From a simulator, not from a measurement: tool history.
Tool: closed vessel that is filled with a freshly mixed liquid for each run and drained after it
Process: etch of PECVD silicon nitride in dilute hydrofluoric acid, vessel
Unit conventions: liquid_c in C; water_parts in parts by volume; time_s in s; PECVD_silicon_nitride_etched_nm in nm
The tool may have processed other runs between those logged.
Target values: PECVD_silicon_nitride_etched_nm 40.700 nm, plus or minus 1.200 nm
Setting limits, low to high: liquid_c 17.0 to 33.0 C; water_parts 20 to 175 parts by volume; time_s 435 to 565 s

run  hour  liquid_c  water_parts  time_s  PECVD_silicon_nitride_etched_nm
  1   0.0      25.0           95     565                           18.573
  2   6.6      27.5           85     565                           24.424
  3  15.6      25.0           85     565                           20.538
  4  17.2      22.5           85     565                           17.358
  5  19.4      24.5           85     565                           20.114
  6  23.1      23.0           85     565                           18.605
  7  31.6      27.0           60     565                           34.110
  8  38.3      28.0           60     565                           35.849
  9  47.2      28.5           60     565                           37.249
 10  50.7      29.0           60     565                           38.042

Which of these 4 next moves meets every target?
  A  54.2      29.5           50     450                                ?
  B  54.2      30.5           60     550                                ?
  C  54.2      30.5           65     545                                ?
  D  54.2      32.0           60     460                                ?

move  PECVD_silicon_nitride_etched_nm
   A                           38.279
   B                           41.603
   C                           38.057
   D                           38.258
A: gains on the last run, yet a result remains outside its allowed miss
B: meets every target
C: about as far from the targets as the last run
D: gains on the last run, yet a result remains outside its allowed miss
Correct choice: B, which meets every target

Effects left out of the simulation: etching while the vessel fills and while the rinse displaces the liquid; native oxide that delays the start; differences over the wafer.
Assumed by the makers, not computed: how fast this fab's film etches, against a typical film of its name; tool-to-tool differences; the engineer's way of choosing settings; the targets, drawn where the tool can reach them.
